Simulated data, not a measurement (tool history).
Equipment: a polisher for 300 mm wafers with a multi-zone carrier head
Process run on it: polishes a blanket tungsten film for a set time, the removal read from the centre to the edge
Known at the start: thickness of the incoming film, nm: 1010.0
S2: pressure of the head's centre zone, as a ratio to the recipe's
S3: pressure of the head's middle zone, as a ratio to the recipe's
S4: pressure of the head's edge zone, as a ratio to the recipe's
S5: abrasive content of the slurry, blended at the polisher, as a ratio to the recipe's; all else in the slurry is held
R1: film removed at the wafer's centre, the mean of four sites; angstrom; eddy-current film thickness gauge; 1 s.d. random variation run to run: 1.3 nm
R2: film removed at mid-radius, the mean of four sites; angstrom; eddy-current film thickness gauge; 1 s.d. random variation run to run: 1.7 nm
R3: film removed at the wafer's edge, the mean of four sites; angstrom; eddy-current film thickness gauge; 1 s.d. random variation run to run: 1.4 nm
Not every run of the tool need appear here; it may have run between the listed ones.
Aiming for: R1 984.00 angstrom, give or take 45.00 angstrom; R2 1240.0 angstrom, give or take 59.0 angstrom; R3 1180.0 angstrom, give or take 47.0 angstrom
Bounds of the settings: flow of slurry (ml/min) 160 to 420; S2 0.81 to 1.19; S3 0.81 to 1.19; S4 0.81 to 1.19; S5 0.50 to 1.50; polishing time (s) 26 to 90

run 1 hour=0.0 | flow_of_slurry_(ml/min)=270 S2=1.00 S3=1.00 S4=1.00 S5=1.00 polishing_time_(s)=58 | R1=2055.50 R2=2230.2 R3=2199.1
run 2 hour=5.3 | flow_of_slurry_(ml/min)=265 S2=0.98 S3=1.00 S4=0.99 S5=0.90 polishing_time_(s)=54 | R1=1808.30 R2=2027.5 R3=2039.8
run 3 hour=11.0 | flow_of_slurry_(ml/min)=265 S2=0.98 S3=1.00 S4=0.99 S5=0.90 polishing_time_(s)=68 | R1=2267.80 R2=2616.1 R3=2589.1
run 4 hour=14.3 | flow_of_slurry_(ml/min)=265 S2=0.98 S3=1.00 S4=0.99 S5=0.90 polishing_time_(s)=77 | R1=2599.30 R2=2895.8 R3=2890.6
run 5 hour=21.2 | flow_of_slurry_(ml/min)=255 S2=0.98 S3=1.00 S4=0.97 S5=0.85 polishing_time_(s)=69 | R1=2330.00 R2=2498.0 R3=2579.3
run 6 hour=23.3 | flow_of_slurry_(ml/min)=255 S2=0.98 S3=1.00 S4=0.97 S5=0.75 polishing_time_(s)=69 | R1=2243.50 R2=2464.2 R3=2443.2
run 7 hour=27.2 | flow_of_slurry_(ml/min)=225 S2=0.88 S3=0.93 S4=0.90 S5=0.50 polishing_time_(s)=53 | R1=1416.10 R2=1668.2 R3=1685.7
run 8 hour=28.6 | flow_of_slurry_(ml/min)=215 S2=0.84 S3=0.96 S4=0.83 S5=0.50 polishing_time_(s)=37 | R1=934.30 R2=1178.7 R3=1116.1

Pick the move, out of 4, that brings all results within their allowed miss; only one does.
run A hour=30.0 | flow_of_slurry_(ml/min)=295 S2=0.83 S3=0.95 S4=0.81 S5=0.55 polishing_time_(s)=37 | R1=? R2=? R3=?
run B hour=30.0 | flow_of_slurry_(ml/min)=225 S2=0.94 S3=1.04 S4=0.81 S5=0.60 polishing_time_(s)=34 | R1=? R2=? R3=?
run C hour=30.0 | flow_of_slurry_(ml/min)=200 S2=0.87 S3=1.03 S4=0.81 S5=0.65 polishing_time_(s)=32 | R1=? R2=? R3=?
run D hour=30.0 | flow_of_slurry_(ml/min)=315 S2=0.82 S3=1.08 S4=0.81 S5=0.60 polishing_time_(s)=33 | R1=? R2=? R3=?

move=A R1=981.27 R2=1256.3 R3=1189.9
move=B R1=1002.10 R2=1222.9 R3=1081.3
move=C R1=866.59 R2=1137.6 R3=1018.7
move=D R1=884.83 R2=1276.4 R3=1081.0
A: all results land within tolerance of their targets
B: misses by more than the last run did
C: misses by more than the last run did
D: misses by more than the last run did
A is the move that brings every result within its allowed miss.

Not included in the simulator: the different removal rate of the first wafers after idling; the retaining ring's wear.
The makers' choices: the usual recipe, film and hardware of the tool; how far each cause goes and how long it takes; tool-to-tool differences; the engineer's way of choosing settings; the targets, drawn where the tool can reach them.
